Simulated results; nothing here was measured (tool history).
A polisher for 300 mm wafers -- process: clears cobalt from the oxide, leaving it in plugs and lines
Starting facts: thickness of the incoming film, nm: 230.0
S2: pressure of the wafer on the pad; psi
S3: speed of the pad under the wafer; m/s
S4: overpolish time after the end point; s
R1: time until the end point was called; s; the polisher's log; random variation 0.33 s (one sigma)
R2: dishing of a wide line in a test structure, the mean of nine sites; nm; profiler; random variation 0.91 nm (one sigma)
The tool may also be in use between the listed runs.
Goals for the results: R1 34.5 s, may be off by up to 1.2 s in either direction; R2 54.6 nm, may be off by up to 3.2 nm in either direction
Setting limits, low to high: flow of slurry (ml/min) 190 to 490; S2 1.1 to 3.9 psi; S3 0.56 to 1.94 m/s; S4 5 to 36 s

Run 1, hour 0: flow of slurry (ml/min) 315, S2 2.5 psi, S3 1.24 m/s, S4 18 s. Result: R1 28.382 s, R2 51.599 nm.
Run 2, hour 5.3: flow of slurry (ml/min) 370, S2 2.5 psi, S3 1.24 m/s, S4 18 s. Result: R1 28.745 s, R2 52.092 nm.
Run 3, hour 7.9: flow of slurry (ml/min) 370, S2 2.5 psi, S3 1.54 m/s, S4 18 s. Result: R1 23.053 s, R2 54.385 nm.
Run 4, hour 12.5: flow of slurry (ml/min) 370, S2 2.5 psi, S3 1.54 m/s, S4 13 s. Result: R1 23.565 s, R2 49.722 nm.
Run 5, hour 21.5: flow of slurry (ml/min) 370, S2 3.1 psi, S3 1.54 m/s, S4 13 s. Result: R1 18.963 s, R2 53.632 nm.
Run 6, hour 23.8: flow of slurry (ml/min) 315, S2 3.1 psi, S3 1.54 m/s, S4 13 s. Result: R1 18.899 s, R2 52.511 nm.
Run 7, hour 30.3: flow of slurry (ml/min) 320, S2 2.7 psi, S3 1.52 m/s, S4 16 s. Result: R1 22.243 s, R2 53.632 nm.
Run 8, hour 33.4: flow of slurry (ml/min) 320, S2 2.5 psi, S3 1.52 m/s, S4 18 s. Result: R1 23.665 s, R2 54.147 nm.
Run 9, hour 40.1: flow of slurry (ml/min) 320, S2 2.3 psi, S3 1.52 m/s, S4 19 s. Result: R1 25.696 s, R2 54.749 nm.
Run 10, hour 43.5: flow of slurry (ml/min) 320, S2 1.6 psi, S3 1.5 m/s, S4 22 s. Result: R1 36.668 s, R2 52.139 nm.

Which one of the following 4 next-run settings gets every result inside its allowed miss? There is exactly one.
Run A, hour 46.9: flow of slurry (ml/min) 410, S2 1.5 psi, S3 1.66 m/s, S4 27 s. Result: R1 ?, R2 ?.
Run B, hour 46.9: flow of slurry (ml/min) 310, S2 1.5 psi, S3 1.44 m/s, S4 29 s. Result: R1 ?, R2 ?.
Run C, hour 46.9: flow of slurry (ml/min) 335, S2 1.6 psi, S3 1.36 m/s, S4 26 s. Result: R1 ?, R2 ?.
Run D, hour 46.9: flow of slurry (ml/min) 320, S2 1.3 psi, S3 1.64 m/s, S4 28 s. Result: R1 ?, R2 ?.

move      R1      R2
   A  34.988  55.164
   B  41.017  54.277
   C  40.437  53.066
   D   41.36  53.752
A: hits every target within its allowed miss
B: lands further from the targets than the last run did
C: lands further from the targets than the last run did
D: lands further from the targets than the last run did
A is the move that brings every result within its allowed miss.
